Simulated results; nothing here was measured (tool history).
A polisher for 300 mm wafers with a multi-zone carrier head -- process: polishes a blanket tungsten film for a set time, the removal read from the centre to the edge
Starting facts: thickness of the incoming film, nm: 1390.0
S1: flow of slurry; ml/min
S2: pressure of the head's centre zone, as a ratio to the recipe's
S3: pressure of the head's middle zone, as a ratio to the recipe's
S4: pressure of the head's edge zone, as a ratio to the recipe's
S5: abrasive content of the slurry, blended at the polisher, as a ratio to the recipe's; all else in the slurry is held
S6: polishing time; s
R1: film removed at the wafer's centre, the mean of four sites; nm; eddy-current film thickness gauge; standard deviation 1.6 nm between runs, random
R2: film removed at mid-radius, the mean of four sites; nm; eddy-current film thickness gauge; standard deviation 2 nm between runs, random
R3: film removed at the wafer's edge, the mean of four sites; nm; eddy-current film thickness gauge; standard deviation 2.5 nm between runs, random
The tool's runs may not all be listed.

| run | hour | S1 | S2 | S3 | S4 | S5 | S6 | R1 | R2 | R3 |
|---|---|---|---|---|---|---|---|---|---|---|
| 1 | 0.0 | 300 | 1.00 | 1.00 | 1.00 | 1.00 | 56 | 444.48 | 433.17 | 451.68 |
| 2 | 7.1 | 300 | 1.00 | 1.00 | 1.00 | 1.00 | 64 | 507.41 | 498.76 | 504.58 |
| 3 | 9.9 | 270 | 0.98 | 0.99 | 0.95 | 0.90 | 54 | 411.01 | 406.76 | 407.32 |
| 4 | 14.5 | 270 | 0.98 | 0.99 | 0.95 | 0.90 | 59 | 445.22 | 445.70 | 440.58 |
| 5 | 21.2 | 270 | 0.98 | 0.99 | 0.95 | 0.80 | 59 | 434.12 | 436.38 | 433.51 |
| 6 | 28.5 | 250 | 0.96 | 0.96 | 0.92 | 0.75 | 51 | 356.36 | 352.66 | 359.96 |

What does the tool deliver on the next run?
| 7 | 34.4 | 240 | 0.95 | 0.95 | 0.89 | 0.70 | 45 | ? | ? | ? |

{"run 7": {"R1": 304.48, "R2": 309.55, "R3": 312.81}}
